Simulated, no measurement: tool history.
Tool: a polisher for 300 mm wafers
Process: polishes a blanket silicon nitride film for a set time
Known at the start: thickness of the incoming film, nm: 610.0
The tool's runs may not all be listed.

run  hour  flow of slurry (ml/min)  pressure of the wafer on the pad (kPa)  speed of the pad under the wafer (m/s)  polishing time (s)  film removed (nm)
  1     0                      120                                      31                                    1.26                  43             97.414
  2   8.5                      120                                      31                                    0.98                  43             79.258
  3    16                      120                                    35.2                                    0.98                  43             86.876
  4  18.6                      120                                    35.2                                    0.98                  43             85.582
  5  20.7                      120                                    27.6                                    0.98                  43             70.978
  6  21.4                      120                                    24.1                                    0.98                  43             65.247
  7  27.6                      125                                    32.4                                    1.02                  43             84.022
  8  36.6                      130                                    37.9                                    1.06                  43             99.003
  9  37.3                      130                                    41.4                                    1.12                  43              113.6
 10  38.8                      130                                    44.1                                    1.14                  43             117.26
 11  41.1                      130                                    44.1                                    1.14                  43              119.4

Run 12, settings as shown, results not yet in. Your forecast:
 12  49.1                      135                                    45.5                                    1.18                  43                  ?

film removed (nm): 126
